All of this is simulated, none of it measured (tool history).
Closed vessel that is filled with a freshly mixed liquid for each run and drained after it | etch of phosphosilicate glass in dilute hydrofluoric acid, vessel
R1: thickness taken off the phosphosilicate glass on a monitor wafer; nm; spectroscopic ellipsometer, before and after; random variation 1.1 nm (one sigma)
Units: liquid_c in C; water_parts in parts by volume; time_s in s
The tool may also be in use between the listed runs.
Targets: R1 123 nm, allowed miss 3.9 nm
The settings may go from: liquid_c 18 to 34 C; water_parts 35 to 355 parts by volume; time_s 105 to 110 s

Run 1, hour 0: liquid_c 26 C, water_parts 195 parts by volume, time_s 105 s. Result: R1 93.138 nm.
Run 2, hour 3.8: liquid_c 26 C, water_parts 140 parts by volume, time_s 105 s. Result: R1 138.04 nm.
Run 3, hour 7.2: liquid_c 25 C, water_parts 140 parts by volume, time_s 105 s. Result: R1 134.3 nm.
Run 4, hour 13: liquid_c 28.5 C, water_parts 140 parts by volume, time_s 105 s. Result: R1 154.17 nm.
Run 5, hour 17.2: liquid_c 28.5 C, water_parts 140 parts by volume, time_s 105 s. Result: R1 154.6 nm.
Run 6, hour 23.8: liquid_c 27 C, water_parts 140 parts by volume, time_s 105 s. Result: R1 145.54 nm.
Run 7, hour 28.4: liquid_c 26 C, water_parts 140 parts by volume, time_s 105 s. Result: R1 139.64 nm.
Run 8, hour 34.2: liquid_c 22.5 C, water_parts 145 parts by volume, time_s 105 s. Result: R1 116.99 nm.

4 next moves are on the table. One of them brings every result within its allowed miss. Which?
Run A, hour 40: liquid_c 22.5 C, water_parts 140 parts by volume, time_s 105 s. Result: R1 ?.
Run B, hour 40: liquid_c 20.5 C, water_parts 150 parts by volume, time_s 110 s. Result: R1 ?.
Run C, hour 40: liquid_c 22.5 C, water_parts 135 parts by volume, time_s 110 s. Result: R1 ?.
Run D, hour 40: liquid_c 23.5 C, water_parts 155 parts by volume, time_s 105 s. Result: R1 ?.

move      R1
   A  119.65
   B  106.97
   C  130.72
   D  110.46
A: meets every target
B: further off than the last run
C: takes the result that was furthest off past its target
D: further off than the last run
The right move is A.
